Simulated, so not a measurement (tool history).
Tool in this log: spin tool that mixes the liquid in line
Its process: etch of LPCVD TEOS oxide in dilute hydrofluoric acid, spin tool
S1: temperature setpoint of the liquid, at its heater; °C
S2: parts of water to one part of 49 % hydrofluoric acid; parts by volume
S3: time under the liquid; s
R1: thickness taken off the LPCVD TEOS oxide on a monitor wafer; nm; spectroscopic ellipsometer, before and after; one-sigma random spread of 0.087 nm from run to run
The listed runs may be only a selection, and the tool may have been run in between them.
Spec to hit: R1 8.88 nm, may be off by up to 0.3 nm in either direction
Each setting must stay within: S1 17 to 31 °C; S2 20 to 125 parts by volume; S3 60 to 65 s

Run 1, day 0: S1 23 °C, S2 70 parts by volume, S3 60 s. Result: R1 14.44 nm.
Run 2, day 0.212: S1 26.5 °C, S2 70 parts by volume, S3 60 s. Result: R1 16.644 nm.
Run 3, day 0.575: S1 23.5 °C, S2 70 parts by volume, S3 60 s. Result: R1 14.718 nm.
Run 4, day 0.821: S1 23.5 °C, S2 55 parts by volume, S3 60 s. Result: R1 19.305 nm.
Run 5, day 1.1: S1 25 °C, S2 55 parts by volume, S3 60 s. Result: R1 20.167 nm.
Run 6, day 1.367: S1 24 °C, S2 60 parts by volume, S3 60 s. Result: R1 17.705 nm.
Run 7, day 1.425: S1 23.5 °C, S2 65 parts by volume, S3 60 s. Result: R1 16.368 nm.
Run 8, day 1.562: S1 23.5 °C, S2 65 parts by volume, S3 60 s. Result: R1 16.163 nm.
Run 9, day 1.625: S1 23.5 °C, S2 65 parts by volume, S3 60 s. Result: R1 15.802 nm.
Run 10, day 1.896: S1 23 °C, S2 65 parts by volume, S3 60 s. Result: R1 15.872 nm.
Run 11, day 2.033: S1 22.5 °C, S2 65 parts by volume, S3 60 s. Result: R1 15.738 nm.
Run 12, day 2.371: S1 22.5 °C, S2 65 parts by volume, S3 60 s. Result: R1 15.185 nm.
Run 13, day 2.462: S1 22 °C, S2 65 parts by volume, S3 60 s. Result: R1 15.017 nm.
Run 14, day 2.488: S1 21.5 °C, S2 65 parts by volume, S3 60 s. Result: R1 14.405 nm.
Run 15, day 2.862: S1 21 °C, S2 65 parts by volume, S3 60 s. Result: R1 14.114 nm.
Run 16, day 2.95: S1 20.5 °C, S2 65 parts by volume, S3 60 s. Result: R1 14.246 nm.
Run 17, day 3.158: S1 17 °C, S2 95 parts by volume, S3 60 s. Result: R1 8.1204 nm.
Run 18, day 3.442: S1 18 °C, S2 95 parts by volume, S3 60 s. Result: R1 8.3737 nm.

4 next moves are on the table. One of them brings every result within its allowed miss. Which?
Run A, day 3.725: S1 17 °C, S2 95 parts by volume, S3 60 s. Result: R1 ?.
Run B, day 3.725: S1 20.5 °C, S2 105 parts by volume, S3 60 s. Result: R1 ?.
Run C, day 3.725: S1 19.5 °C, S2 90 parts by volume, S3 60 s. Result: R1 ?.
Run D, day 3.725: S1 21 °C, S2 110 parts by volume, S3 65 s. Result: R1 ?.

move      R1
   A  8.0085
   B  8.2892
   C  9.4383
   D  8.6986
A: misses by more than the last run did
B: misses by more than the last run did
C: carries the result that was furthest off beyond its target, to the other side
D: all results land within tolerance of their targets
Move D is the one to make.
